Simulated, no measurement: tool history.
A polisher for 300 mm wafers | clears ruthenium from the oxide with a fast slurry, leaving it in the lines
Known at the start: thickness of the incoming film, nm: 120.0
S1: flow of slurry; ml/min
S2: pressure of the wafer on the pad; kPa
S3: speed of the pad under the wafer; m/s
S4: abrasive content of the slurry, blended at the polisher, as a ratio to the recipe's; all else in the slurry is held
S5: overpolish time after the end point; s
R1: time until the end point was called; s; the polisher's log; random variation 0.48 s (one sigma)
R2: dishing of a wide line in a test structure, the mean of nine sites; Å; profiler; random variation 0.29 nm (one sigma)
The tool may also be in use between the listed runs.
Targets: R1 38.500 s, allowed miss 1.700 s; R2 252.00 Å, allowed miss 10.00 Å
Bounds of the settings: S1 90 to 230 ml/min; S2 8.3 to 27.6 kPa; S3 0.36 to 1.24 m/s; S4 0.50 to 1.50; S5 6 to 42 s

{"run": 1, "hour": 0.0, "S1": 150, "S2": 17.9, "S3": 0.8, "S4": 1.0, "S5": 21, "R1": 44.477, "R2": 417.26}
{"run": 2, "hour": 4.1, "S1": 150, "S2": 16.5, "S3": 0.8, "S4": 1.0, "S5": 21, "R1": 47.225, "R2": 393.74}
{"run": 3, "hour": 10.7, "S1": 150, "S2": 16.5, "S3": 0.8, "S4": 0.9, "S5": 21, "R1": 50.859, "R2": 378.45}
{"run": 4, "hour": 16.2, "S1": 150, "S2": 18.6, "S3": 0.8, "S4": 0.9, "S5": 21, "R1": 45.466, "R2": 412.39}
{"run": 5, "hour": 21.1, "S1": 150, "S2": 18.6, "S3": 0.8, "S4": 0.95, "S5": 18, "R1": 43.265, "R2": 368.59}
{"run": 6, "hour": 21.9, "S1": 155, "S2": 18.6, "S3": 0.8, "S4": 0.95, "S5": 16, "R1": 43.994, "R2": 340.75}
{"run": 7, "hour": 25.9, "S1": 155, "S2": 18.6, "S3": 0.8, "S4": 0.95, "S5": 14, "R1": 43.356, "R2": 305.56}
{"run": 8, "hour": 28.9, "S1": 155, "S2": 18.6, "S3": 0.8, "S4": 0.95, "S5": 13, "R1": 43.35, "R2": 287.01}
{"hour": 32.3, "done": "head pressure recalibrated"}
{"run": 9, "hour": 32.3, "S1": 155, "S2": 18.6, "S3": 0.8, "S4": 0.95, "S5": 12, "R1": 40.397, "R2": 293.2}
{"run": 10, "hour": 39.5, "S1": 155, "S2": 18.6, "S3": 0.8, "S4": 0.95, "S5": 11, "R1": 39.403, "R2": 268.25}

5 next moves are on the table. One of them brings every result within its allowed miss. Which?
{"run": "A", "hour": 46.7, "S1": 155, "S2": 18.6, "S3": 0.78, "S4": 0.9, "S5": 11, "R1": "?", "R2": "?"}
{"run": "B", "hour": 46.7, "S1": 115, "S2": 17.9, "S3": 0.94, "S4": 0.9, "S5": 11, "R1": "?", "R2": "?"}
{"run": "C", "hour": 46.7, "S1": 140, "S2": 17.9, "S3": 1.16, "S4": 0.5, "S5": 10, "R1": "?", "R2": "?"}
{"run": "D", "hour": 46.7, "S1": 170, "S2": 22.8, "S3": 0.66, "S4": 1.0, "S5": 11, "R1": "?", "R2": "?"}
{"run": "E", "hour": 46.7, "S1": 165, "S2": 19.3, "S3": 0.76, "S4": 0.9, "S5": 12, "R1": "?", "R2": "?"}

move=A R1=41.546 R2=257.70
move=B R1=38.185 R2=277.27
move=C R1=38.308 R2=254.53
move=D R1=38.426 R2=275.77
move=E R1=40.787 R2=282.35
A: brings the result that was furthest off to its target, and leaves another outside
B: further off than the last run
C: meets every target
D: further off than the last run
E: further off than the last run
Answer: C

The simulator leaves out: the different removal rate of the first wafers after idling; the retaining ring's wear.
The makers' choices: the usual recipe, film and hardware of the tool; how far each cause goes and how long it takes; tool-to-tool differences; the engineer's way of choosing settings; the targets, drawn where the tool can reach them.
